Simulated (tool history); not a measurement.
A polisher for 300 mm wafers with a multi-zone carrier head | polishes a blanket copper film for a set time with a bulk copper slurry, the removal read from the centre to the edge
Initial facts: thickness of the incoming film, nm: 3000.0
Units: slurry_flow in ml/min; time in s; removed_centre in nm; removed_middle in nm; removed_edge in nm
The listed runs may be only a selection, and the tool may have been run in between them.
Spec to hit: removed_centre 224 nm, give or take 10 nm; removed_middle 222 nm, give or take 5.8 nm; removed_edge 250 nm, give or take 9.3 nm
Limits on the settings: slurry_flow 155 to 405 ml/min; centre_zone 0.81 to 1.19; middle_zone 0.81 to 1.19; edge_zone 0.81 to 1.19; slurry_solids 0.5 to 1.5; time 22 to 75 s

run,day,slurry_flow,centre_zone,middle_zone,edge_zone,slurry_solids,time,removed_centre,removed_middle,removed_edge
1,0,260,1,1,1,1,48,306.28,308.69,309.05
2,0.154,260,1,1,1,1,37,238.26,241.55,244.2
3,0.5,255,0.99,0.99,1.01,1,37,244.7,238.88,237.78
4,0.821,275,0.96,0.97,1.02,0.95,37,230.14,230.05,242.7
5,0.958,275,0.96,0.97,0.94,0.95,37,229.13,232.62,232.69
6,1.025,275,0.96,1.01,0.94,0.95,37,232.44,237.77,231.9
7,1.167,280,0.95,0.99,0.95,0.95,37,229.49,237.3,232.71
8,1.479,280,0.95,0.98,0.97,0.95,37,227.24,233.29,238.89
9,1.612,280,0.95,0.97,0.98,0.95,37,233.92,232.73,233.15
10,1.792,270,0.95,0.97,1.01,0.9,37,225.29,229.12,234.81
11,1.854,270,0.95,0.97,1.01,0.9,37,227.95,228.64,239.1
12,2.092,270,0.95,0.96,1.02,0.9,37,228.28,227.64,237.65
13,2.258,275,0.94,0.95,1.03,0.9,37,226.91,224.13,240.83
14,2.358,275,0.94,0.95,1.04,0.9,37,225.23,225.24,242.77

Below are 5 possible settings for the next run. Only one of them brings all results inside the allowed miss of their targets. Which is it?
A,2.458,235,0.92,0.9,1.05,1,38,?,?,?
B,2.458,265,0.91,0.95,1.04,0.9,39,?,?,?
C,2.458,245,0.94,0.95,0.98,0.85,37,?,?,?
D,2.458,280,1.01,0.94,1.05,0.95,38,?,?,?
E,2.458,235,0.92,0.91,0.98,0.85,41,?,?,?

move,removed_centre,removed_middle,removed_edge
A,225.82,220.82,247.79
B,227.67,234.99,249.75
C,217.85,217.85,225.5
D,251.27,231.15,248.81
E,234.68,231.61,248.96
A: in spec on every target
B: the worst result of the last run now meets its target, but another is out of spec
C: the biggest miss grows against the last run
D: the worst result of the last run now meets its target, but another is out of spec
E: the worst result of the last run now meets its target, but another is out of spec
A is the move that brings every result within its allowed miss.

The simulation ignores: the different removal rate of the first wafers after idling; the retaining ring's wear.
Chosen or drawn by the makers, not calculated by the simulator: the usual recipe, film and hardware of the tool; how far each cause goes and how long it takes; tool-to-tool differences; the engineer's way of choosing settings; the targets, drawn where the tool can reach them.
